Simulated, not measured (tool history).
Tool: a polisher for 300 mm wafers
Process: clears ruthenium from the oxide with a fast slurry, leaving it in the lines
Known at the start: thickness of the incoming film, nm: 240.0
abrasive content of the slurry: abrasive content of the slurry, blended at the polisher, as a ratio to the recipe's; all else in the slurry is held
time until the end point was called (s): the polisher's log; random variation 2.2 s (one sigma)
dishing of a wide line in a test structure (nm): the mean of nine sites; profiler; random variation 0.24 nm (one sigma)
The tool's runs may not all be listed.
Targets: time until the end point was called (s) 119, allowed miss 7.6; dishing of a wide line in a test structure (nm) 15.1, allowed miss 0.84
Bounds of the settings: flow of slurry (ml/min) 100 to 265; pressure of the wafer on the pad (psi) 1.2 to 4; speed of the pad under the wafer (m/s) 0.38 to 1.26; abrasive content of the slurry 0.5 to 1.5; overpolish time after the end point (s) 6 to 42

run	hour	flow of slurry (ml/min)	pressure of the wafer on the pad (psi)	speed of the pad under the wafer (m/s)	abrasive content of the slurry	overpolish time after the end point (s)	time until the end point was called (s)	dishing of a wide line in a test structure (nm)
1	0	170	2.6	0.82	1	21	72.018	29.724
2	1.1	170	2.6	0.82	1	25	74.135	32.654
3	7.2	170	2.4	0.8	1	21	78.087	28.744
4	13	170	2.2	0.76	1	18	86.596	24.235
5	21.3	170	1.8	0.76	1	18	94.621	24.263
6	27.2	170	1.8	0.72	1	16	100.3	21.266
7	27.9	170	1.7	0.7	1	15	103.51	19.64
8	32.4	170	1.6	0.68	1	14	114.57	18.342
9	35.2	170	1.6	0.68	1	13	111.79	16.868

5 next moves are on the table. One of them brings every result within its allowed miss. Which?
A	38	190	1.4	0.78	1.05	14	?	?
B	38	205	2	0.58	0.9	17	?	?
C	38	145	1.2	0.68	1.05	15	?	?
D	38	145	1.6	0.68	0.95	14	?	?
E	38	105	2	0.6	1	12	?	?

move	time until the end point was called (s)	dishing of a wide line in a test structure (nm)
A	101.24	18.838
B	112.04	20.12
C	125.86	16.876
D	114.96	17.153
E	117.64	14.964
A: further off than the last run
B: further off than the last run
C: as far off as the last run
D: further off than the last run
E: meets every target
Answer: E

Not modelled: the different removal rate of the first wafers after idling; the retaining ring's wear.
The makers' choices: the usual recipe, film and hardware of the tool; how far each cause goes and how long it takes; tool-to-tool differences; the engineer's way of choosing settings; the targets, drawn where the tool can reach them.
